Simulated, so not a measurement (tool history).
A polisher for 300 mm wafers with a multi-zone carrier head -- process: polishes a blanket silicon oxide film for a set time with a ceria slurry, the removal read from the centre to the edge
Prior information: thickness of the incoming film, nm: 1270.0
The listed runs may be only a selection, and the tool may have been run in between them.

run	hour	flow of slurry (ml/min)	pressure of the head's centre zone	pressure of the head's middle zone	pressure of the head's edge zone	polishing time (s)	film removed at the wafer's centre (angstrom)	film removed at mid-radius (angstrom)	film removed at the wafer's edge (angstrom)
1	0	240	1	1	1	32	1461.7	1428.2	1401.9
2	4.8	240	1	0.96	1	32	1467.2	1385.2	1436.6
3	9.6	240	0.99	0.98	1.01	33	1489.7	1447.4	1497.3
4	17.2	240	0.99	0.98	1.05	33	1499.6	1453.6	1509.8
5	26.1	245	0.99	1	1.06	34	1541	1523.6	1577
6	30.2	250	0.99	1.02	1.06	35	1594	1581.8	1591
7	36	245	0.98	1.04	1.06	36	1625.9	1652.5	1644.6
8	38.2	250	0.97	1.06	1.06	37	1663.6	1784	1704

The next listed run, before its measurement:
9	40.5	255	0.97	1.07	1.07	38	?	?	?

Run 9 measured film removed at the wafer's centre (angstrom) 1711.6, film removed at mid-radius (angstrom) 1781.9, film removed at the wafer's edge (angstrom) 1786.7.
